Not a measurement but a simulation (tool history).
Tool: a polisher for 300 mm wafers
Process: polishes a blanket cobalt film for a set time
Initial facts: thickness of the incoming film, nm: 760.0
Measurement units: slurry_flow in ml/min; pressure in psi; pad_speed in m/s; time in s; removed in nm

run,hour,slurry_flow,pressure,pad_speed,time,removed
1,0,315,2.5,0.82,68,260.04
2,3.1,315,2.5,0.94,68,302.53
3,11.1,315,2.8,0.96,68,336.26
4,17.4,315,3,1,68,378.21
5,26.1,315,3.2,1.02,68,414.21
6,34.9,315,3.3,1.04,68,429.02

Predict the results of run 7:
7,41.8,315,3.4,1.06,68,?

Run 7 produced removed 453.79 nm.
